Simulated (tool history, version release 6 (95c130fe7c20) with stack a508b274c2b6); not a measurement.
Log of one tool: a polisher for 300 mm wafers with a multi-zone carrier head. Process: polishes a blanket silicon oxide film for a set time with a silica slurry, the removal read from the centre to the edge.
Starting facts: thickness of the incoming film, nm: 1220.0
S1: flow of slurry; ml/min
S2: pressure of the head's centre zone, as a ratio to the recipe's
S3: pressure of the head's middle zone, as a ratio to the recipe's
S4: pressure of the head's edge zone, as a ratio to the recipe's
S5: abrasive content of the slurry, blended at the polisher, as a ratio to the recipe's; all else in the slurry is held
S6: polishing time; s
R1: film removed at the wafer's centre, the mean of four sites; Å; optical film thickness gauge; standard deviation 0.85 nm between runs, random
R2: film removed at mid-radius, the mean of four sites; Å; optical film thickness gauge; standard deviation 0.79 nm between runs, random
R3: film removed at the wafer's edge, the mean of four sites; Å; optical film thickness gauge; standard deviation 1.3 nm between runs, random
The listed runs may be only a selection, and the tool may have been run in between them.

run 1 hour=0.0 | S1=205 S2=1.00 S3=1.00 S4=1.00 S5=1.00 S6=87 | R1=3014.10 R2=3077.70 R3=3122.60
run 2 hour=5.5 | S1=205 S2=1.00 S3=1.00 S4=1.00 S5=0.80 S6=87 | R1=2520.40 R2=2590.50 R3=2527.40
run 3 hour=8.1 | S1=205 S2=1.00 S3=1.00 S4=0.96 S5=0.80 S6=87 | R1=2513.40 R2=2567.50 R3=2558.20
run 4 hour=15.9 | S1=205 S2=1.00 S3=1.05 S4=0.96 S5=0.80 S6=87 | R1=2507.90 R2=2674.50 R3=2514.90
run 5 hour=18.1 | S1=195 S2=0.97 S3=1.02 S4=0.94 S5=0.75 S6=81 | R1=2113.50 R2=2260.90 R3=2211.10
run 6 hour=19.8 | S1=195 S2=0.97 S3=1.02 S4=0.94 S5=0.90 S6=81 | R1=2489.60 R2=2639.40 R3=2590.30
run 7 hour=24.0 | S1=190 S2=0.95 S3=1.00 S4=0.94 S5=0.80 S6=76 | R1=2085.80 R2=2204.10 R3=2184.50
run 8 hour=28.6 | S1=180 S2=0.92 S3=0.98 S4=0.93 S5=0.75 S6=73 | R1=1810.00 R2=1953.40 R3=1994.10
run 9 hour=30.6 | S1=180 S2=0.91 S3=0.97 S4=0.91 S5=0.70 S6=71 | R1=1603.60 R2=1777.00 R3=1740.10
run 10 hour=36.1 | S1=170 S2=0.89 S3=0.93 S4=0.90 S5=0.70 S6=71 | R1=1578.50 R2=1696.00 R3=1767.70
run 11 hour=40.5 | S1=170 S2=0.83 S3=0.91 S4=0.84 S5=0.50 S6=54 | R1=647.95 R2=733.55 R3=753.84
run 12 hour=46.4 | S1=160 S2=0.86 S3=0.94 S4=0.90 S5=0.50 S6=52 | R1=636.57 R2=718.61 R3=742.95
run 13 hour=53.0 | S1=165 S2=0.88 S3=0.96 S4=0.95 S5=0.55 S6=52 | R1=792.49 R2=889.70 R3=919.57
run 14 hour=59.4 | S1=170 S2=0.90 S3=0.98 S4=1.00 S5=0.55 S6=52 | R1=825.22 R2=911.94 R3=938.18
run 15 hour=60.9 | S1=165 S2=0.91 S3=0.99 S4=1.04 S5=0.60 S6=52 | R1=961.37 R2=1062.40 R3=1096.70
run 16 hour=66.5 | S1=160 S2=0.92 S3=1.00 S4=1.07 S5=0.60 S6=52 | R1=964.33 R2=1054.30 R3=1099.80
run 17 hour=72.7 | S1=155 S2=0.92 S3=1.01 S4=1.10 S5=0.60 S6=52 | R1=960.67 R2=1067.70 R3=1115.70
run 18 hour=73.7 | S1=150 S2=0.93 S3=1.02 S4=1.12 S5=0.60 S6=52 | R1=962.93 R2=1065.10 R3=1122.80
run 19 hour=77.8 | S1=170 S2=0.93 S3=1.02 S4=1.14 S5=0.60 S6=52 | R1=977.82 R2=1090.50 R3=1124.70
run 20 hour=80.5 | S1=160 S2=0.94 S3=1.03 S4=1.15 S5=0.65 S6=52 | R1=1086.20 R2=1222.20 R3=1250.70
run 21 hour=81.3 | S1=155 S2=0.94 S3=1.03 S4=1.16 S5=0.65 S6=52 | R1=1104.60 R2=1215.70 R3=1271.30
run 22 hour=84.4 | S1=150 S2=0.94 S3=1.04 S4=1.17 S5=0.65 S6=52 | R1=1092.40 R2=1215.20 R3=1270.20
run 23 hour=89.7 | S1=145 S2=0.94 S3=1.05 S4=1.17 S5=0.65 S6=52 | R1=1082.30 R2=1227.00 R3=1256.30

Predict the results of run 24:
run 24 hour=92.4 | S1=200 S2=0.94 S3=1.03 S4=1.19 S5=0.70 S6=52 | R1=? R2=? R3=?

{"run 24": {"R1": 1236.8, "R2": 1359.9, "R3": 1416.6}}
